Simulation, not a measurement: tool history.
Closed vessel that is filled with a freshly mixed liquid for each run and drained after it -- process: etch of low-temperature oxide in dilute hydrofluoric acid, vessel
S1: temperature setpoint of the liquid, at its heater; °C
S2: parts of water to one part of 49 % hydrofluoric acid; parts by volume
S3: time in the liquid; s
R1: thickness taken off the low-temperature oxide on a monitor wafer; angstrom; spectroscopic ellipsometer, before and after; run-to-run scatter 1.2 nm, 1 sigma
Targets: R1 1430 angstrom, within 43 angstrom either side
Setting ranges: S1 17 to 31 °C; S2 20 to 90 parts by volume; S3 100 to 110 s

{"run": 1, "hour": 0.0, "S1": 23, "S2": 50, "S3": 100, "R1": 759.15}
{"run": 2, "hour": 7.2, "S1": 23, "S2": 40, "S3": 100, "R1": 965.79}
{"run": 3, "hour": 10.2, "S1": 23, "S2": 25, "S3": 100, "R1": 1555.3}
{"run": 4, "hour": 15.2, "S1": 23, "S2": 35, "S3": 100, "R1": 1094.4}
{"run": 5, "hour": 22.1, "S1": 23, "S2": 25, "S3": 100, "R1": 1545}
{"run": 6, "hour": 30.0, "S1": 23, "S2": 35, "S3": 100, "R1": 1118.4}
{"run": 7, "hour": 36.7, "S1": 24.5, "S2": 35, "S3": 100, "R1": 1178.5}
{"run": 8, "hour": 44.1, "S1": 28.5, "S2": 35, "S3": 100, "R1": 1373.3}

Which single option among these 5 for the next run brings every result within its allowed miss of target? Just one does.
{"run": "A", "hour": 51.5, "S1": 26, "S2": 35, "S3": 110, "R1": "?"}
{"run": "B", "hour": 51.5, "S1": 25.5, "S2": 30, "S3": 100, "R1": "?"}
{"run": "C", "hour": 51.5, "S1": 28, "S2": 35, "S3": 100, "R1": "?"}
{"run": "D", "hour": 51.5, "S1": 29.5, "S2": 40, "S3": 110, "R1": "?"}
{"run": "E", "hour": 51.5, "S1": 26.5, "S2": 35, "S3": 105, "R1": "?"}

move=A R1=1369.5
move=B R1=1433
move=C R1=1350.7
move=D R1=1370.2
move=E R1=1334.3
A: further off than the last run
B: every result lands within tolerance
C: further off than the last run
D: further off than the last run
E: further off than the last run
So the answer is move B, the one that meets all the targets.
